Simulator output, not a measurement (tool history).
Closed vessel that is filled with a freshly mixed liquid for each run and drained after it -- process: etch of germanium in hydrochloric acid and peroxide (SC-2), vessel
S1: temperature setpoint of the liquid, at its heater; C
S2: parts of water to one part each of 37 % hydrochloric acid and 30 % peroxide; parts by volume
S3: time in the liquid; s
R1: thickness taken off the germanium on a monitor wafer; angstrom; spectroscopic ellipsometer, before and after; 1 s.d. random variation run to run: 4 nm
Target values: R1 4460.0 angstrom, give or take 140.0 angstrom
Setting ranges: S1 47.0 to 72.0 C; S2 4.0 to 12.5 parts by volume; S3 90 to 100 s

run 1 hour=0.0 | S1=63.0 S2=7.0 S3=90 | R1=3535.4
run 2 hour=8.7 | S1=67.0 S2=7.0 S3=90 | R1=3995.1
run 3 hour=10.3 | S1=67.0 S2=7.0 S3=90 | R1=4032.3
run 4 hour=16.1 | S1=63.0 S2=7.0 S3=90 | R1=3629.9
run 5 hour=21.8 | S1=64.0 S2=7.0 S3=90 | R1=3714.1
run 6 hour=26.5 | S1=65.0 S2=7.0 S3=90 | R1=3832.1
run 7 hour=33.9 | S1=65.5 S2=7.0 S3=90 | R1=3853.6
run 8 hour=39.7 | S1=66.0 S2=7.0 S3=90 | R1=3850.9
run 9 hour=41.0 | S1=67.0 S2=7.0 S3=90 | R1=4003.8

Exactly one of the 5 candidate moves below puts every result within its allowed miss. Which one?
run A hour=42.3 | S1=61.5 S2=7.0 S3=95 | R1=?
run B hour=42.3 | S1=68.0 S2=7.5 S3=90 | R1=?
run C hour=42.3 | S1=66.5 S2=6.0 S3=100 | R1=?
run D hour=42.3 | S1=67.5 S2=6.0 S3=90 | R1=?
run E hour=42.3 | S1=64.5 S2=6.0 S3=100 | R1=?

move=A R1=3667.1
move=B R1=4170.3
move=C R1=4507.9
move=D R1=4175.1
move=E R1=4254.3
A: lands further from the targets than the last run did
B: closes in on the targets versus the last run, not all within tolerance yet
C: every result within its allowed miss
D: closes in on the targets versus the last run, not all within tolerance yet
E: closes in on the targets versus the last run, not all within tolerance yet
C is the move that brings every result within its allowed miss.

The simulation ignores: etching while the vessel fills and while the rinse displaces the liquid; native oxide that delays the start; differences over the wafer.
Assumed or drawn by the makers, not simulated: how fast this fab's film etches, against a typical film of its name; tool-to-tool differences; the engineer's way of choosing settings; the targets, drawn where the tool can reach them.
